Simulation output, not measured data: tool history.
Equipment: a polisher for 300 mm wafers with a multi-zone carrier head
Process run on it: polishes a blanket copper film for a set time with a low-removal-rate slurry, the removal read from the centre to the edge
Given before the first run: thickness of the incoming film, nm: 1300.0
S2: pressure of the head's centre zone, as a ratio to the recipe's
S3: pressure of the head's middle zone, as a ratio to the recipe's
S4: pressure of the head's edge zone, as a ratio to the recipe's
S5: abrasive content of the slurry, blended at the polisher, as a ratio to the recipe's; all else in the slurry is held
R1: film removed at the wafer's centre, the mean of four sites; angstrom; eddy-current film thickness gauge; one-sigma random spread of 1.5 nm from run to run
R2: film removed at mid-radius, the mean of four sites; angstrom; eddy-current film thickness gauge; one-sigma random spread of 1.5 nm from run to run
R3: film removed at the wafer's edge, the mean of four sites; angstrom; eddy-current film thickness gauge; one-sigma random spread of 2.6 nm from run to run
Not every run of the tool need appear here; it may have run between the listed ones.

Run 1, hour 0: flow of slurry (ml/min) 165, S2 1, S3 1, S4 1, S5 1, polishing time (s) 77. Result: R1 1782 angstrom, R2 1765.8 angstrom, R3 1853.8 angstrom.
Run 2, hour 3.7: flow of slurry (ml/min) 175, S2 1, S3 1.01, S4 1.05, S5 1.15, polishing time (s) 79. Result: R1 1923.7 angstrom, R2 1902.2 angstrom, R3 1992.3 angstrom.
Run 3, hour 8.2: flow of slurry (ml/min) 175, S2 1, S3 1.01, S4 1.05, S5 1.3, polishing time (s) 79. Result: R1 1950.2 angstrom, R2 1936.5 angstrom, R3 2080.1 angstrom.
Run 4, hour 15: flow of slurry (ml/min) 175, S2 1, S3 1.07, S4 1.05, S5 1.3, polishing time (s) 79. Result: R1 1964.6 angstrom, R2 2054.7 angstrom, R3 2033.1 angstrom.
Run 5, hour 21.5: flow of slurry (ml/min) 175, S2 0.96, S3 1.07, S4 1.05, S5 1.3, polishing time (s) 79. Result: R1 1899.1 angstrom, R2 2050.5 angstrom, R3 2016.7 angstrom.
Run 6, hour 30.1: flow of slurry (ml/min) 185, S2 0.96, S3 1.06, S4 1.09, S5 1.35, polishing time (s) 81. Result: R1 1977.3 angstrom, R2 2108.4 angstrom, R3 2132 angstrom.

What does the tool deliver on the next run?
Run 7, hour 34: flow of slurry (ml/min) 190, S2 0.96, S3 1.05, S4 1.11, S5 1.4, polishing time (s) 83. Result: R1 ?, R2 ?, R3 ?.

Run 7 measured R1 2068.1 angstrom, R2 2178.1 angstrom, R3 2256.5 angstrom.

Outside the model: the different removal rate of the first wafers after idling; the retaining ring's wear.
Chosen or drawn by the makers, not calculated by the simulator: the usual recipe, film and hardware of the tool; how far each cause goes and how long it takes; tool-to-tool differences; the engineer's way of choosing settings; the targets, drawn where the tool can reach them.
